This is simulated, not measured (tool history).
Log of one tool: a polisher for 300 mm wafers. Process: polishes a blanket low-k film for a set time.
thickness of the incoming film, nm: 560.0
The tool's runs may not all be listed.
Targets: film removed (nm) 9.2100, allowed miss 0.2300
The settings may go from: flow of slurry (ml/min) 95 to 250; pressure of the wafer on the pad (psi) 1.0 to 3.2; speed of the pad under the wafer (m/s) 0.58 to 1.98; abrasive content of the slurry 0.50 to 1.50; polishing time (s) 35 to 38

run,hour,flow of slurry (ml/min),pressure of the wafer on the pad (psi),speed of the pad under the wafer (m/s),abrasive content of the slurry,polishing time (s),film removed (nm)
1,0.0,160,2.1,1.28,1.00,38,18.3430
2,6.8,155,2.0,1.26,1.00,38,17.0940
3,14.3,150,1.9,1.24,1.00,38,16.2340
4,18.1,150,1.9,1.24,1.20,38,17.3490
5,24.4,150,1.9,1.24,1.00,38,16.3260
6,29.9,150,1.9,1.24,0.85,38,15.0680
7,33.4,150,1.8,1.22,0.85,38,14.2300
8,41.0,150,1.7,1.22,0.85,38,13.5520
9,47.3,150,1.6,1.22,0.85,38,12.6730
10,47.8,150,1.5,1.22,0.85,38,12.1310
11,55.1,150,1.4,1.22,0.85,38,11.2430
12,60.6,150,1.2,1.22,0.85,38,10.0100

Which of these 4 next moves meets every target?
A,66.1,120,1.2,1.26,0.95,38,?
B,66.1,135,1.4,1.22,0.80,37,?
C,66.1,110,1.2,1.28,0.80,37,?
D,66.1,135,1.1,1.30,0.75,37,?

move,film removed (nm)
A,10.1630
B,10.4500
C,9.1522
D,8.6866
A: further off than the last run
B: further off than the last run
C: meets every target
D: takes the result that was furthest off past its target
The right move is C.
